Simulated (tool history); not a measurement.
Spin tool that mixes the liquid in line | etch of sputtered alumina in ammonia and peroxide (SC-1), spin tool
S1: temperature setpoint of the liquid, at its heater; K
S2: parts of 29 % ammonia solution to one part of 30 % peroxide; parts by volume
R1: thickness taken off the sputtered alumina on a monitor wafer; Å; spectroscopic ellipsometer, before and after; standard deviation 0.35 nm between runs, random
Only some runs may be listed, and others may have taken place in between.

Run 1, hour 0: S1 336.15 K, S2 1 parts by volume, time under the liquid (s) 195. Result: R1 286.36 Å.
Run 2, hour 6.9: S1 338.15 K, S2 1 parts by volume, time under the liquid (s) 195. Result: R1 314.63 Å.
Run 3, hour 11.5: S1 339.65 K, S2 1 parts by volume, time under the liquid (s) 195. Result: R1 338.62 Å.
Run 4, hour 17.3: S1 339.65 K, S2 1 parts by volume, time under the liquid (s) 210. Result: R1 366.65 Å.
Run 5, hour 18: S1 339.65 K, S2 1 parts by volume, time under the liquid (s) 195. Result: R1 341.64 Å.
Run 6, hour 20.1: S1 339.65 K, S2 0.8 parts by volume, time under the liquid (s) 195. Result: R1 336.06 Å.
Run 7, hour 24.6: S1 340.65 K, S2 0.8 parts by volume, time under the liquid (s) 195. Result: R1 356.18 Å.

For run 8, what comes out?
Run 8, hour 30.3: S1 340.65 K, S2 0.8 parts by volume, time under the liquid (s) 195. Result: R1 ?.

{"run 8": {"R1": 351.82}}
